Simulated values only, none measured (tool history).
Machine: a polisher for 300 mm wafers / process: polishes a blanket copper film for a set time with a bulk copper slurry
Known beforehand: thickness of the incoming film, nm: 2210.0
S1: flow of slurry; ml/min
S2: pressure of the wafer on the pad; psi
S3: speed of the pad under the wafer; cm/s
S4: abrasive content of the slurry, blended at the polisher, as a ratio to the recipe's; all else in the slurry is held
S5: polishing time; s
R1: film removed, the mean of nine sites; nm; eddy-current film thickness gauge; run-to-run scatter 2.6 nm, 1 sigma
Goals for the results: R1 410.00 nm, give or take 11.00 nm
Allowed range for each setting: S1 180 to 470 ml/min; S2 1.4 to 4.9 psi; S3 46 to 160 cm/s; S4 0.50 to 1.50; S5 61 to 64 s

run  hour   S1   S2   S3    S4  S5      R1
  1   0.0  300  3.1  102  1.00  61  653.01
  2   7.3  300  3.1  102  1.10  61  665.16
  3  10.4  300  3.6  102  1.10  61  764.13
  4  13.8  300  3.3  102  1.10  61  704.36
  5  22.5  300  3.3   86  1.10  61  599.42
  6  25.0  300  3.3   86  1.25  61  614.63
  7  27.5  300  3.1   86  1.25  61  574.64
  8  31.7  300  2.9   86  1.25  61  537.09
  9  38.6  300  2.9   86  1.25  61  545.18
 10  41.1  300  2.8   86  1.25  61  516.89
 11  42.4  300  2.7   86  1.25  61  507.87
 12  48.3  300  2.6   86  1.25  61  483.55
 13  53.1  300  2.5   86  1.25  61  464.75
 14  62.1  300  2.4   86  1.25  61  451.06

Consider the 4 candidate settings below. Which is the only one whose results all fall within their allowed miss of target?
  A  71.1  255  1.7  110  1.25  62   ?
  B  71.1  285  2.6   72  1.45  63   ?
  C  71.1  390  1.5  130  1.05  63   ?
  D  71.1  335  2.6   76  0.90  64   ?

move      R1
   A  410.93
   B  432.35
   C  435.03
   D  427.21
A: in spec on every target
B: an improvement on the last run, though not all results are within tolerance
C: an improvement on the last run, though not all results are within tolerance
D: an improvement on the last run, though not all results are within tolerance
The move that meets every target is A.
